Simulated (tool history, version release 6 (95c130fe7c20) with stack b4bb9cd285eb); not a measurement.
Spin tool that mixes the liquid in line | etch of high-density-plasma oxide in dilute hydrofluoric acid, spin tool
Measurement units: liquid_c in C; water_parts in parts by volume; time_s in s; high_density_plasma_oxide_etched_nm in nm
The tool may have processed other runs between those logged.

run	hour	liquid_c	water_parts	time_s	high_density_plasma_oxide_etched_nm
1	0	20	205	305	7.9355
2	5.8	20	205	305	7.8518
3	13.6	20	180	305	9.1865
4	15.7	22.5	180	305	10.305
5	22.1	22.5	205	305	8.7971
6	23.7	19	205	305	7.6108
7	26.4	21.5	200	305	8.7206
8	28.7	23	200	305	9.1756

Run 9, settings as shown, results not yet in. Your forecast:
9	35.5	23	200	305	?

Run 9 produced high_density_plasma_oxide_etched_nm 9.1824 nm.

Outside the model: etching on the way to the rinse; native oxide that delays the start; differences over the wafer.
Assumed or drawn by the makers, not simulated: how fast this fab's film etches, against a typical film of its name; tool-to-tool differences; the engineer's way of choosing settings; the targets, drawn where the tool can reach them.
